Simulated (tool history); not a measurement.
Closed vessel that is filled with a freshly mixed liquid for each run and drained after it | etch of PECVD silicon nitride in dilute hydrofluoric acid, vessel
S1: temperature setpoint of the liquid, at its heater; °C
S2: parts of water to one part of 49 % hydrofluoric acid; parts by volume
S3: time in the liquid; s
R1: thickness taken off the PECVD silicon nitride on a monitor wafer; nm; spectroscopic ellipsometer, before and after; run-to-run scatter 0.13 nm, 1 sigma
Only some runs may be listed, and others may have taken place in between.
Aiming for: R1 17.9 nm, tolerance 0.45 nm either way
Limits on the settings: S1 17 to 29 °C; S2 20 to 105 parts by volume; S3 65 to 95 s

{"run": 1, "hour": 0.0, "S1": 21, "S2": 55, "S3": 95, "R1": 8.3748}
{"run": 2, "hour": 4.7, "S1": 19, "S2": 55, "S3": 95, "R1": 7.2657}
{"run": 3, "hour": 12.1, "S1": 19, "S2": 65, "S3": 95, "R1": 6.1753}
{"run": 4, "hour": 17.2, "S1": 21.5, "S2": 60, "S3": 95, "R1": 7.8581}
{"run": 5, "hour": 21.6, "S1": 21.5, "S2": 80, "S3": 95, "R1": 5.9224}
{"run": 6, "hour": 29.2, "S1": 18.5, "S2": 80, "S3": 95, "R1": 4.8593}
{"run": 7, "hour": 37.3, "S1": 21, "S2": 70, "S3": 95, "R1": 6.5612}
{"run": 8, "hour": 43.4, "S1": 23, "S2": 60, "S3": 95, "R1": 8.746}
{"run": 9, "hour": 45.9, "S1": 24.5, "S2": 55, "S3": 95, "R1": 10.46}
{"run": 10, "hour": 47.8, "S1": 25.5, "S2": 50, "S3": 95, "R1": 12.183}
{"run": 11, "hour": 49.3, "S1": 26.5, "S2": 50, "S3": 95, "R1": 12.953}
{"run": 12, "hour": 50.3, "S1": 27, "S2": 45, "S3": 95, "R1": 15.119}
{"run": 13, "hour": 57.2, "S1": 27.5, "S2": 45, "S3": 95, "R1": 15.528}
{"run": 14, "hour": 59.3, "S1": 28, "S2": 45, "S3": 95, "R1": 16.258}
{"run": 15, "hour": 63.8, "S1": 28.5, "S2": 45, "S3": 95, "R1": 16.58}
{"run": 16, "hour": 69.3, "S1": 29, "S2": 45, "S3": 95, "R1": 17.12}
{"run": 17, "hour": 75.3, "S1": 29, "S2": 40, "S3": 95, "R1": 19.071}
{"run": 18, "hour": 84.2, "S1": 29, "S2": 40, "S3": 95, "R1": 19.424}

Which one of the following 4 next-run settings gets every result inside its allowed miss? There is exactly one.
{"run": "A", "hour": 93.1, "S1": 28.5, "S2": 40, "S3": 90, "R1": "?"}
{"run": "B", "hour": 93.1, "S1": 28.5, "S2": 35, "S3": 85, "R1": "?"}
{"run": "C", "hour": 93.1, "S1": 27.5, "S2": 40, "S3": 90, "R1": "?"}
{"run": "D", "hour": 93.1, "S1": 28.5, "S2": 45, "S3": 95, "R1": "?"}

move=A R1=17.877
move=B R1=19.241
move=C R1=16.738
move=D R1=16.808
A: every result within its allowed miss
B: an improvement on the last run, though not all results are within tolerance
C: carries the result that was furthest off beyond its target, to the other side
D: carries the result that was furthest off beyond its target, to the other side
So the answer is move A, the one that meets all the targets.
